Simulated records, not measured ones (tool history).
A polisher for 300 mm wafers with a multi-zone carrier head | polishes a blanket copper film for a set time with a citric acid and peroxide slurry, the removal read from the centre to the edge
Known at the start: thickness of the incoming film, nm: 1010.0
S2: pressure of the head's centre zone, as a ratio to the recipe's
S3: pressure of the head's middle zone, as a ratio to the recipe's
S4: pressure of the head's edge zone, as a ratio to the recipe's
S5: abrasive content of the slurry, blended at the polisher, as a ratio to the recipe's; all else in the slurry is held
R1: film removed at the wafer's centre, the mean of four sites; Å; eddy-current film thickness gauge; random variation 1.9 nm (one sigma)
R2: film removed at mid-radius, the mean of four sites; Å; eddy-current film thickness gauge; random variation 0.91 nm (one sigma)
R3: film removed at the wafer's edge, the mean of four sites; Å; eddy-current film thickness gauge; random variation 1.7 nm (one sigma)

{"run": 1, "day": 0.0, "flow of slurry (ml/min)": 150, "S2": 1.0, "S3": 1.0, "S4": 1.0, "S5": 1.0, "polishing time (s)": 41, "R1": 1237.8, "R2": 1252.1, "R3": 1268.2}
{"run": 2, "day": 0.342, "flow of slurry (ml/min)": 150, "S2": 1.0, "S3": 1.0, "S4": 1.0, "S5": 1.0, "polishing time (s)": 35, "R1": 1062.4, "R2": 1070.2, "R3": 1060.5}
{"run": 3, "day": 0.688, "flow of slurry (ml/min)": 150, "S2": 1.0, "S3": 1.07, "S4": 1.0, "S5": 1.0, "polishing time (s)": 35, "R1": 1065.3, "R2": 1134.7, "R3": 1079.0}
{"run": 4, "day": 0.975, "flow of slurry (ml/min)": 150, "S2": 1.0, "S3": 1.14, "S4": 1.0, "S5": 1.0, "polishing time (s)": 35, "R1": 1084.7, "R2": 1180.2, "R3": 1025.8}
{"run": 5, "day": 1.104, "flow of slurry (ml/min)": 165, "S2": 1.0, "S3": 1.14, "S4": 1.0, "S5": 1.0, "polishing time (s)": 35, "R1": 1096.4, "R2": 1210.5, "R3": 1083.6}
{"run": 6, "day": 1.188, "flow of slurry (ml/min)": 160, "S2": 1.03, "S3": 1.1, "S4": 1.01, "S5": 1.0, "polishing time (s)": 35, "R1": 1155.1, "R2": 1145.6, "R3": 1044.3}
{"run": 7, "day": 1.538, "flow of slurry (ml/min)": 160, "S2": 1.04, "S3": 1.07, "S4": 1.02, "S5": 1.0, "polishing time (s)": 35, "R1": 1127.0, "R2": 1139.7, "R3": 1091.7}

The next listed run, before its measurement:
{"run": 8, "day": 1.592, "flow of slurry (ml/min)": 160, "S2": 1.07, "S3": 1.04, "S4": 1.02, "S5": 1.0, "polishing time (s)": 35, "R1": "?", "R2": "?", "R3": "?"}

{"run 8": {"R1": 1146.1, "R2": 1103.3, "R3": 1098.0}}
